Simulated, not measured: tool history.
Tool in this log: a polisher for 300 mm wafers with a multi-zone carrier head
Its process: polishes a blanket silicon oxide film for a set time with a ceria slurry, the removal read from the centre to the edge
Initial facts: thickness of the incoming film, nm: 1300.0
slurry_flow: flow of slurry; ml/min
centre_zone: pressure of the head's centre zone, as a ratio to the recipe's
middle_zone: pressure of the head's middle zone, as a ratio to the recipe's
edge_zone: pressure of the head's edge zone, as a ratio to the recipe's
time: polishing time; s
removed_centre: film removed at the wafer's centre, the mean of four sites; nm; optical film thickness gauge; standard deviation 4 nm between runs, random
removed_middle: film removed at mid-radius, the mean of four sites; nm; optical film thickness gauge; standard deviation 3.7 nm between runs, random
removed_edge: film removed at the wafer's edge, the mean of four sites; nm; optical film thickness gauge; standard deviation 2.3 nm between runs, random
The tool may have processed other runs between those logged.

run,hour,slurry_flow,centre_zone,middle_zone,edge_zone,time,removed_centre,removed_middle,removed_edge
1,0,265,1,1,1,56,263.68,273.5,280.77
2,1.8,265,1,1,1,65,312.08,314.82,323.71
3,2.6,265,1,1,1,70,336.22,351.87,350.81
4,8.5,265,1.05,1,1,70,353.43,341.88,347.53
5,16,230,1.05,1,1,70,344.55,342.74,346.69
6,23.1,225,1.03,1,1,70,343.86,338.15,344.84
7,23.8,225,1,1,1,70,325.25,343.73,343.21
8,27.4,220,0.99,1,1.01,70,324.11,336.64,345.47

Forecast run 9:
9,33.6,220,0.98,1.01,1.01,70,?,?,?

{"run 9": {"removed_centre": 324.93, "removed_middle": 343.32, "removed_edge": 341.77}}
